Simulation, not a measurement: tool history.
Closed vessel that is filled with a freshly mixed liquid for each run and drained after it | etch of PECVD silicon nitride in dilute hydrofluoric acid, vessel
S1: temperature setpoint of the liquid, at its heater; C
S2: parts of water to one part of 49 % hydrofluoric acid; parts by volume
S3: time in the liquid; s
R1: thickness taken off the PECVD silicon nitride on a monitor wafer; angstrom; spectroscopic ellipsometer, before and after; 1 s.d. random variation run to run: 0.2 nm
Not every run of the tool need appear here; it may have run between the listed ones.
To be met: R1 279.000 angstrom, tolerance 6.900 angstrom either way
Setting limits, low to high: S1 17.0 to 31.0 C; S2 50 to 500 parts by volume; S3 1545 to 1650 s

| run | hour | S1 | S2 | S3 | R1 |
|---|---|---|---|---|---|
| 1 | 0.0 | 23.0 | 275 | 1545 | 120.750 |
| 2 | 8.7 | 19.5 | 275 | 1545 | 97.587 |
| 3 | 14.0 | 22.0 | 255 | 1545 | 124.550 |
| 4 | 20.2 | 24.0 | 240 | 1545 | 147.430 |
| 5 | 23.4 | 25.5 | 225 | 1545 | 173.820 |
| 6 | 25.8 | 26.5 | 220 | 1545 | 189.980 |
| 7 | 32.1 | 27.5 | 215 | 1545 | 204.540 |
| 8 | 41.3 | 28.0 | 210 | 1545 | 214.220 |
| 9 | 43.1 | 31.0 | 180 | 1545 | 305.890 |
| 10 | 49.3 | 30.5 | 180 | 1545 | 294.960 |
| 11 | 58.9 | 30.0 | 180 | 1545 | 286.260 |

Which of these 5 next moves meets every target?
| A | 68.5 | 31.0 | 210 | 1650 | ? |
| B | 68.5 | 31.0 | 220 | 1650 | ? |
| C | 68.5 | 28.5 | 180 | 1545 | ? |
| D | 68.5 | 29.5 | 165 | 1545 | ? |
| E | 68.5 | 29.0 | 170 | 1650 | ? |

| move | R1 |
|---|---|
| A | 277.140 |
| B | 264.200 |
| C | 261.270 |
| D | 303.310 |
| E | 304.820 |
A: meets every target
B: pushes the last run's worst result past its target
C: pushes the last run's worst result past its target
D: lands further from the targets than the last run did
E: lands further from the targets than the last run did
The move that meets every target is A.

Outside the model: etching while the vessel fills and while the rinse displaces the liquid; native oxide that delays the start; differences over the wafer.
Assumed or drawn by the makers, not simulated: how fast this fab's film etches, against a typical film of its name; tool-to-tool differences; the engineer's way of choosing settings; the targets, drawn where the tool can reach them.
